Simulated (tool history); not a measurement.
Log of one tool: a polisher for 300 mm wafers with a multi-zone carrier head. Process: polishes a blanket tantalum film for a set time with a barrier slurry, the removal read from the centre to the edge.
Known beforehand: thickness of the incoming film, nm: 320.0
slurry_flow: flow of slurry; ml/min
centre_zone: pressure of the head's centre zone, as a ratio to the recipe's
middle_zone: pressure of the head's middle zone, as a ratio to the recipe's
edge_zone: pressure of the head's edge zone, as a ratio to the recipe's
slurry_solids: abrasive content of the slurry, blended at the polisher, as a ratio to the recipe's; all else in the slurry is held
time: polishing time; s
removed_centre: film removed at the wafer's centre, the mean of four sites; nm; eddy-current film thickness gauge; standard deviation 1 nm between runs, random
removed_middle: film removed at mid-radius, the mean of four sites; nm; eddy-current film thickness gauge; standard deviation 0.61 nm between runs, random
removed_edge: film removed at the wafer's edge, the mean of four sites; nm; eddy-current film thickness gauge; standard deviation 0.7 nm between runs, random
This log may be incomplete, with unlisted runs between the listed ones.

| run | hour | slurry_flow | centre_zone | middle_zone | edge_zone | slurry_solids | time | removed_centre | removed_middle | removed_edge |
|---|---|---|---|---|---|---|---|---|---|---|
| 1 | 0 | 215 | 1 | 1 | 1 | 1 | 53 | 73.222 | 72.846 | 72.423 |
| 2 | 6.2 | 165 | 1 | 1 | 1 | 1 | 53 | 68.506 | 70.759 | 69.697 |
| 3 | 7.4 | 165 | 0.94 | 1 | 1 | 1 | 53 | 64.902 | 69.283 | 70.362 |
| 4 | 13.7 | 180 | 0.94 | 1.01 | 1.01 | 1 | 53 | 67.746 | 71.904 | 71.006 |
| 5 | 22.4 | 190 | 0.93 | 1.02 | 1.03 | 1 | 53 | 65.572 | 73.336 | 72.828 |
| 6 | 24.4 | 200 | 0.94 | 1.02 | 1.04 | 1 | 53 | 66.443 | 74.159 | 72.678 |
| 7 | 25.5 | 210 | 0.94 | 1.02 | 1.05 | 1 | 53 | 68.342 | 74.06 | 74.201 |

Run 8 is up next; what results do you expect?
| 8 | 28.6 | 270 | 0.94 | 1.09 | 1.09 | 1.05 | 53 | ? | ? | ? |

{"run 8": {"removed_centre": 69.919, "removed_middle": 80.271, "removed_edge": 77.337}}

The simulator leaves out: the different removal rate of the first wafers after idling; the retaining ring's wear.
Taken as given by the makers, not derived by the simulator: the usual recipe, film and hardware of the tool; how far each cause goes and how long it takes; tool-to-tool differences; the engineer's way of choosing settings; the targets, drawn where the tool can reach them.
